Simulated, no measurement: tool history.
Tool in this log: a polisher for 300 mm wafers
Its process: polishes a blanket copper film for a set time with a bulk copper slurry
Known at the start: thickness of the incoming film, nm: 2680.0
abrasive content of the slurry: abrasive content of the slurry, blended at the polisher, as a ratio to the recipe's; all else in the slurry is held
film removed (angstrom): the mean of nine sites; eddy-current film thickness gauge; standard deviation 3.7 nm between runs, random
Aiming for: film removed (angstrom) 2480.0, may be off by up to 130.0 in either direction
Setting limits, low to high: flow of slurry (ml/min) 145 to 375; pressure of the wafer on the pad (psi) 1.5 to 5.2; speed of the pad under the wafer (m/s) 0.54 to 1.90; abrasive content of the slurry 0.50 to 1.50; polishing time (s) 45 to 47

run	hour	flow of slurry (ml/min)	pressure of the wafer on the pad (psi)	speed of the pad under the wafer (m/s)	abrasive content of the slurry	polishing time (s)	film removed (angstrom)
1	0.0	240	3.3	1.22	1.00	45	6582.6
2	1.6	235	2.9	1.10	1.00	45	5187.1
3	7.1	235	2.9	1.10	1.00	47	5397.2
4	12.4	200	2.9	1.10	1.00	47	5364.2
5	19.6	200	2.9	1.10	0.90	47	5205.0
6	21.1	200	3.4	1.10	0.90	47	6085.7
7	23.8	200	3.0	1.02	0.90	47	5098.7
8	32.2	200	2.7	0.94	0.90	47	4179.2
9	37.8	200	2.4	0.90	0.90	47	3706.0
10	42.5	200	2.2	0.88	0.90	47	3407.1

Which single option among these 5 for the next run brings every result within its allowed miss of target? Just one does.
A	47.2	230	2.1	0.88	0.60	45	?
B	47.2	205	1.7	0.72	0.85	45	?
C	47.2	255	3.8	0.86	0.90	47	?
D	47.2	240	2.3	0.74	0.85	46	?
E	47.2	165	1.5	1.06	0.90	45	?

move	film removed (angstrom)
A	2899.3
B	2184.7
C	5888.2
D	3099.4
E	2571.3
A: nearer the targets than the last run, but a result is still out of spec
B: the result that was furthest off in the last run now lies on the other side of its target
C: misses by more than the last run did
D: nearer the targets than the last run, but a result is still out of spec
E: hits every target within its allowed miss
Move E is the one to make.
